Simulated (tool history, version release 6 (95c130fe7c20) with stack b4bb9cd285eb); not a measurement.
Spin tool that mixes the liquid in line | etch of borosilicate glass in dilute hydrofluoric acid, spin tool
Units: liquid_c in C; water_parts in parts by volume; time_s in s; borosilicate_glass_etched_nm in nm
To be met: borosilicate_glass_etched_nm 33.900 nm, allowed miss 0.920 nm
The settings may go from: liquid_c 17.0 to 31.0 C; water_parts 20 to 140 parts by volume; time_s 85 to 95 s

run  hour  liquid_c  water_parts  time_s  borosilicate_glass_etched_nm
  1   0.0      23.0           75      85                        24.375
  2   2.2      24.5           75      85                        25.515
  3   5.0      24.5           75      85                        25.962
  4  11.0      25.5           75      85                        26.846
  5  12.0      26.5           75      85                        27.833
  6  13.5      27.5           75      85                        29.127
  7  21.2      28.0           75      85                        29.590
  8  24.7      28.5           75      85                        30.376
  9  26.1      29.0           75      85                        30.819
 10  31.9      29.5           75      85                        31.440
 11  35.1      29.5           75      85                        31.199

4 next moves are on the table. One of them brings every result within its allowed miss. Which?
  A  38.3      28.5           75      90                             ?
  B  38.3      29.0           75      85                             ?
  C  38.3      30.0           75      90                             ?
  D  38.3      31.0           85      90                             ?

move  borosilicate_glass_etched_nm
   A                        32.058
   B                        30.869
   C                        33.968
   D                        30.676
A: nearer than the last run, and not there yet
B: further off than the last run
C: meets every target
D: further off than the last run
The right move is C.
